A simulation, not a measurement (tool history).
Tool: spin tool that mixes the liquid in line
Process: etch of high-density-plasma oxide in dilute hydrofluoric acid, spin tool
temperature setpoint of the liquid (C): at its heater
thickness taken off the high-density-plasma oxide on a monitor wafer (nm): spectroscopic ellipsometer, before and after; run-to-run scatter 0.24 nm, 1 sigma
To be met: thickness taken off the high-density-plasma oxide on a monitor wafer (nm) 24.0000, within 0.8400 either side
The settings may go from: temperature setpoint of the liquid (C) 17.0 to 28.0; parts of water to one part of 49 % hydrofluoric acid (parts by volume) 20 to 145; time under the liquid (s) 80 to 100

run	hour	temperature setpoint of the liquid (C)	parts of water to one part of 49 % hydrofluoric acid (parts by volume)	time under the liquid (s)	thickness taken off the high-density-plasma oxide on a monitor wafer (nm)
1	0.0	20.0	80	100	8.4631
2	5.4	21.5	80	100	8.9215
3	10.1	23.5	80	100	9.6017
4	17.1	23.5	105	100	7.2790
5	25.1	24.5	85	100	9.3973
6	33.9	24.5	70	100	11.6670
# hour 39.8: thermometer replaced
7	39.8	28.0	40	100	26.8340
8	45.8	27.5	40	100	25.9590
9	48.1	27.0	40	100	25.2440
10	53.9	26.5	40	100	25.0850
11	62.3	26.5	40	100	24.9890

Consider the 4 candidate settings below. Which is the only one whose results all fall within their allowed miss of target?
A	70.7	27.5	40	100	?
B	70.7	26.5	40	95	?
C	70.7	21.0	30	95	?
D	70.7	25.5	35	80	?

move	thickness taken off the high-density-plasma oxide on a monitor wafer (nm)
A	26.2180
B	23.9180
C	25.6890
D	22.2520
A: its largest miss is bigger than the last run's
B: every result within its allowed miss
C: its largest miss is bigger than the last run's
D: takes the biggest miss from the last run beyond its target
Answer: B
